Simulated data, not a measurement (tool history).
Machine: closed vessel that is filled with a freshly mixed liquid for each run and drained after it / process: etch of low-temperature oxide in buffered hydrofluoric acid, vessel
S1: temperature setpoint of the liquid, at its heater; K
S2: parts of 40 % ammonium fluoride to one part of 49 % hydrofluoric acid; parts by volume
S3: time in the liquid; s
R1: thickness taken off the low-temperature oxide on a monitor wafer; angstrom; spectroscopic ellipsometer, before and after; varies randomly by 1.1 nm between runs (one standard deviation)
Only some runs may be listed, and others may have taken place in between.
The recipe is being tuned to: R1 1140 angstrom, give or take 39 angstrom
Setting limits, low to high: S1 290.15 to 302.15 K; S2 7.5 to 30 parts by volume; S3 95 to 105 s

run	hour	S1	S2	S3	R1
1	0	294.15	21	95	768.19
2	8.1	292.65	21	95	705.12
3	13.2	294.65	21	95	788.82
4	18.7	294.65	21	105	882.66
5	25.8	291.65	21	105	749.03
6	28.5	291.65	21	105	734.1
7	30.2	293.15	21	105	804.84
8	33	294.65	21	105	860.84
9	37.5	296.15	21	105	958.17
10	38.3	297.15	21	105	1001.9
11	44.4	297.65	21	105	1022

Next run, 5 choices. One meets every target within its allowed miss, the rest don't. Which?
A	50.5	297.15	25	105	?
B	50.5	297.15	20	100	?
C	50.5	293.65	15	105	?
D	50.5	297.15	16.5	105	?
E	50.5	298.65	21.5	95	?

move	R1
A	901.49
B	1001.1
C	1150.1
D	1270.6
E	981.98
A: lands further from the targets than the last run did
B: lands further from the targets than the last run did
C: each result inside its tolerance
D: moves the result that the last run missed by most past its target, out the other side
E: lands further from the targets than the last run did
The right move is C.
